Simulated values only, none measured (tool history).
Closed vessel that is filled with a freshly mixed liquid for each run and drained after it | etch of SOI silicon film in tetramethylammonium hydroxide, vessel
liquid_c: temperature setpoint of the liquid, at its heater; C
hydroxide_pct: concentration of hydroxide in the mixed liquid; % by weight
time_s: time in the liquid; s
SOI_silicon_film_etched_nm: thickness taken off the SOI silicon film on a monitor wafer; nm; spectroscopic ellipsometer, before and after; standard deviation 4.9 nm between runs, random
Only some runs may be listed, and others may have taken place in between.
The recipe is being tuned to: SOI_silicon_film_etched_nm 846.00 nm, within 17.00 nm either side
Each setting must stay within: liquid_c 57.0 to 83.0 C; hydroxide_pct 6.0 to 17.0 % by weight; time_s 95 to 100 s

run	hour	liquid_c	hydroxide_pct	time_s	SOI_silicon_film_etched_nm
1	0.0	70.0	11.5	95	618.05
2	3.6	70.0	11.5	100	655.70
3	7.5	70.0	11.5	95	617.98
4	10.5	70.0	9.5	95	661.47
5	14.8	70.0	12.0	95	606.38
6	20.6	72.0	12.0	95	689.16
7	24.4	73.0	12.0	95	717.21
8	28.4	74.0	12.0	95	765.41

Below are 4 possible settings for the next run. Only one of them brings all results inside the allowed miss of their targets. Which is it?
A	32.4	74.0	10.5	100	?
B	32.4	75.0	14.0	100	?
C	32.4	76.0	12.5	100	?
D	32.4	72.5	10.0	100	?

move	SOI_silicon_film_etched_nm
A	840.98
B	790.11
C	881.88
D	783.78
A: meets every target
B: closer than the last run, but not yet in spec
C: the result that was furthest off in the last run now lies on the other side of its target
D: closer than the last run, but not yet in spec
A is the move that brings every result within its allowed miss.

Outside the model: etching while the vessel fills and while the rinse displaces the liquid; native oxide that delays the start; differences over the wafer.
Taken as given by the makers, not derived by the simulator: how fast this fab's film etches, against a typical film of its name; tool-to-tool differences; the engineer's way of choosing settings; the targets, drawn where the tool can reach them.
